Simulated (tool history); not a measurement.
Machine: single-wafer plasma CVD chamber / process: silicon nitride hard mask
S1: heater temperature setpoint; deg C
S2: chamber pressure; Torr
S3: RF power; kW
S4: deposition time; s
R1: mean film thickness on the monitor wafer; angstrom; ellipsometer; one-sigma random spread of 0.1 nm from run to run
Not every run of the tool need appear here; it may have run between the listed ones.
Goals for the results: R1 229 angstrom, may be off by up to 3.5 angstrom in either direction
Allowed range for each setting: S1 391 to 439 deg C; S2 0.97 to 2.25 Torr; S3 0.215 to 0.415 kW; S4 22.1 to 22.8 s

Run 1, hour 0: S1 415 deg C, S2 1.61 Torr, S3 0.315 kW, S4 22.1 s. Result: R1 256.53 angstrom.
Run 2, hour 5.9: S1 415 deg C, S2 1.61 Torr, S3 0.315 kW, S4 22.8 s. Result: R1 266.84 angstrom.
Run 3, hour 13.2: S1 415 deg C, S2 1.61 Torr, S3 0.36 kW, S4 22.8 s. Result: R1 285.17 angstrom.
Run 4, hour 18.4: S1 415 deg C, S2 1.52 Torr, S3 0.35 kW, S4 22.8 s. Result: R1 280.01 angstrom.
Run 5, hour 21.6: S1 415 deg C, S2 1.52 Torr, S3 0.305 kW, S4 22.8 s. Result: R1 257.48 angstrom.
Run 6, hour 24.3: S1 415 deg C, S2 1.39 Torr, S3 0.305 kW, S4 22.8 s. Result: R1 250.3 angstrom.
Run 7, hour 30.4: S1 415 deg C, S2 1.33 Torr, S3 0.305 kW, S4 22.8 s. Result: R1 247.59 angstrom.
Run 8, hour 32.3: S1 415 deg C, S2 1.28 Torr, S3 0.305 kW, S4 22.8 s. Result: R1 244.17 angstrom.

Consider the 4 candidate settings below. Which is the only one whose results all fall within their allowed miss of target?
Run A, hour 34.2: S1 404 deg C, S2 0.98 Torr, S3 0.29 kW, S4 22.4 s. Result: R1 ?.
Run B, hour 34.2: S1 417 deg C, S2 1.21 Torr, S3 0.295 kW, S4 22.1 s. Result: R1 ?.
Run C, hour 34.2: S1 415 deg C, S2 1.06 Torr, S3 0.295 kW, S4 22.1 s. Result: R1 ?.
Run D, hour 34.2: S1 411 deg C, S2 1.29 Torr, S3 0.29 kW, S4 22.8 s. Result: R1 ?.

move      R1
   A  218.95
   B   229.9
   C  222.17
   D  239.22
A: carries the result that was furthest off beyond its target, to the other side
B: in spec on every target
C: carries the result that was furthest off beyond its target, to the other side
D: closes in on the targets versus the last run, not all within tolerance yet
B meets every target.

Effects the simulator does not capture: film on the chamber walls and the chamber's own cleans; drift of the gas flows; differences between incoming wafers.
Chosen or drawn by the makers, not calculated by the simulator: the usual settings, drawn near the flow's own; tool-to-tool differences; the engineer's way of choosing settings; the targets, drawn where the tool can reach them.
